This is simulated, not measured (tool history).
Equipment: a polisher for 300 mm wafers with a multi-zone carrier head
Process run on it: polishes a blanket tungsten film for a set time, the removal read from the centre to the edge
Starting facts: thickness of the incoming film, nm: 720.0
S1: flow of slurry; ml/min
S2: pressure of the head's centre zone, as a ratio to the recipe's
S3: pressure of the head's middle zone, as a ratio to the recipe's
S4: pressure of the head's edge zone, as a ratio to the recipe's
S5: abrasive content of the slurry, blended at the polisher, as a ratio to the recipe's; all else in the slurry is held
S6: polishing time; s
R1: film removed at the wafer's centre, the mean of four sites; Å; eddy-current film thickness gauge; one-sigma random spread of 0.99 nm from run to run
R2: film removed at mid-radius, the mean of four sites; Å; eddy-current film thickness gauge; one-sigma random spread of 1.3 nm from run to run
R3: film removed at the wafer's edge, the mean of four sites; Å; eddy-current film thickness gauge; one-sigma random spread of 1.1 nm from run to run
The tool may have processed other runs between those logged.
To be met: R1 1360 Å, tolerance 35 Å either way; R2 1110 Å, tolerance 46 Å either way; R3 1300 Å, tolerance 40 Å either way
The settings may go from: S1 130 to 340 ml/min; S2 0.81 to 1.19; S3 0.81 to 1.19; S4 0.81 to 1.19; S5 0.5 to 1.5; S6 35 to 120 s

Run 1, hour 0: S1 220 ml/min, S2 1, S3 1, S4 1, S5 1, S6 77 s. Result: R1 2371.1 Å, R2 2359.4 Å, R3 2415.6 Å.
Run 2, hour 3.6: S1 220 ml/min, S2 1, S3 1, S4 1, S5 1, S6 94 s. Result: R1 2898.8 Å, R2 2895.3 Å, R3 2927 Å.
Run 3, hour 9.2: S1 210 ml/min, S2 1.01, S3 0.94, S4 0.97, S5 0.85, S6 77 s. Result: R1 2279.3 Å, R2 2119.3 Å, R3 2262 Å.
Run 4, hour 9.9: S1 210 ml/min, S2 1.01, S3 0.94, S4 0.97, S5 0.75, S6 77 s. Result: R1 2188.4 Å, R2 2038.3 Å, R3 2114.6 Å.
Run 5, hour 16.2: S1 260 ml/min, S2 1.01, S3 0.94, S4 0.97, S5 0.75, S6 77 s. Result: R1 2266.2 Å, R2 2126.2 Å, R3 2173.1 Å.
Run 6, hour 20.6: S1 260 ml/min, S2 1.01, S3 0.94, S4 0.97, S5 0.75, S6 93 s. Result: R1 2704 Å, R2 2549.2 Å, R3 2664.5 Å.
Run 7, hour 27: S1 235 ml/min, S2 1.01, S3 0.9, S4 0.97, S5 0.65, S6 78 s. Result: R1 2118.5 Å, R2 1933.2 Å, R3 2098.8 Å.
Run 8, hour 34.5: S1 220 ml/min, S2 1.02, S3 0.87, S4 0.96, S5 0.6, S6 68 s. Result: R1 1812.1 Å, R2 1573.5 Å, R3 1751.9 Å.
Run 9, hour 39.2: S1 205 ml/min, S2 1.02, S3 0.85, S4 0.95, S5 0.55, S6 63 s. Result: R1 1591.8 Å, R2 1369 Å, R3 1538.7 Å.
Run 10, hour 41.2: S1 185 ml/min, S2 1.02, S3 0.84, S4 0.94, S5 0.55, S6 61 s. Result: R1 1518.3 Å, R2 1276.2 Å, R3 1466.5 Å.
Run 11, hour 45.9: S1 135 ml/min, S2 1, S3 0.81, S4 0.85, S5 0.5, S6 58 s. Result: R1 1255.9 Å, R2 1057.8 Å, R3 1224.7 Å.
Run 12, hour 53.6: S1 145 ml/min, S2 1.01, S3 0.81, S4 0.87, S5 0.5, S6 57 s. Result: R1 1274.5 Å, R2 1062.5 Å, R3 1230 Å.
Run 13, hour 58.4: S1 155 ml/min, S2 1.02, S3 0.81, S4 0.89, S5 0.5, S6 57 s. Result: R1 1304.3 Å, R2 1066.7 Å, R3 1254.7 Å.

5 candidate next runs follow, results not yet known. Just one meets every target within its allowed miss. Identify it.
Run A, hour 63.2: S1 140 ml/min, S2 1.04, S3 0.87, S4 0.87, S5 0.5, S6 60 s. Result: R1 ?, R2 ?, R3 ?.
Run B, hour 63.2: S1 165 ml/min, S2 1.07, S3 0.84, S4 0.87, S5 0.5, S6 56 s. Result: R1 ?, R2 ?, R3 ?.
Run C, hour 63.2: S1 130 ml/min, S2 1.06, S3 0.83, S4 0.91, S5 0.5, S6 60 s. Result: R1 ?, R2 ?, R3 ?.
Run D, hour 63.2: S1 130 ml/min, S2 1.02, S3 0.91, S4 0.85, S5 0.5, S6 62 s. Result: R1 ?, R2 ?, R3 ?.
Run E, hour 63.2: S1 175 ml/min, S2 1.02, S3 0.86, S4 0.91, S5 0.5, S6 54 s. Result: R1 ?, R2 ?, R3 ?.

move      R1      R2      R3
   A  1376.1  1163.9  1294.1
   B  1377.9  1095.2  1240.8
   C  1371.7    1098    1303
   D  1364.3  1224.5  1305.1
   E  1282.9  1089.4  1230.5
A: gets the furthest-off result to its target, but another result is out of tolerance
B: gets the furthest-off result to its target, but another result is out of tolerance
C: meets every target
D: gets the furthest-off result to its target, but another result is out of tolerance
E: further off than the last run
The move that meets every target is C.
